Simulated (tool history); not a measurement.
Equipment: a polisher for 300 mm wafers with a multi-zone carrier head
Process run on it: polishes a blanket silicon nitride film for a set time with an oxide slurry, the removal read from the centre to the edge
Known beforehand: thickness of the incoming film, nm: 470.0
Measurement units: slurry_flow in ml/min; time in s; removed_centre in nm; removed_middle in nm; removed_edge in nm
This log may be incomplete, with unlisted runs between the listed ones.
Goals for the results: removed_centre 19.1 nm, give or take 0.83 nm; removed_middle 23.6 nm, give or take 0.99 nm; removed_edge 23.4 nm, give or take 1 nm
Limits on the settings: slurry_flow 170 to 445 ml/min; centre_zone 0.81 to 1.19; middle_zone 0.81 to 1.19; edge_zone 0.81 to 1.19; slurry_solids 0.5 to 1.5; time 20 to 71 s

run,day,slurry_flow,centre_zone,middle_zone,edge_zone,slurry_solids,time,removed_centre,removed_middle,removed_edge
1,0,285,1,1,1,1,45,53.439,50.871,52.952
2,0.308,265,0.94,1.01,1,0.85,37,37.076,37.912,38.809
3,0.45,265,0.91,1.01,1,0.85,37,35.824,37.842,38.272
4,0.762,265,0.91,0.94,1,0.85,37,34.805,36.037,38.581
5,1.05,245,0.88,0.97,1.02,0.75,34,29.083,31.586,32.502
6,1.342,245,0.88,0.97,1.02,0.85,34,31.688,33.776,36.089
7,1.525,210,0.81,1,1.09,0.6,25,16.157,20.016,21.331
8,1.783,245,0.82,1.02,1.08,0.6,25,17.504,20.306,21.449
9,2.054,250,0.81,1.12,1.13,0.75,25,19.543,25.497,25.413
10,2.083,250,0.81,1.11,1.11,0.75,25,19.773,25.048,25.783

5 next moves are on the table. One of them brings every result within its allowed miss. Which?
A,2.112,295,0.82,1.08,1.05,0.9,21,?,?,?
B,2.112,330,0.88,1.19,1.08,0.85,20,?,?,?
C,2.112,290,0.81,1.01,1.19,0.8,25,?,?,?
D,2.112,260,0.96,0.98,1.1,0.7,24,?,?,?
E,2.112,215,0.84,1.16,1.11,0.6,29,?,?,?

move,removed_centre,removed_middle,removed_edge
A,19.184,23.412,23.475
B,19.165,23.329,22.042
C,20.982,24.729,27.755
D,21.676,21.082,23.28
E,20.079,25.243,24.856
A: all results land within tolerance of their targets
B: the result that was furthest off in the last run now lies on the other side of its target
C: moves away from the targets compared with the last run
D: brings the result that was furthest off to its target, and leaves another outside
E: closer than the last run, but not yet in spec
Move A is the one to make.

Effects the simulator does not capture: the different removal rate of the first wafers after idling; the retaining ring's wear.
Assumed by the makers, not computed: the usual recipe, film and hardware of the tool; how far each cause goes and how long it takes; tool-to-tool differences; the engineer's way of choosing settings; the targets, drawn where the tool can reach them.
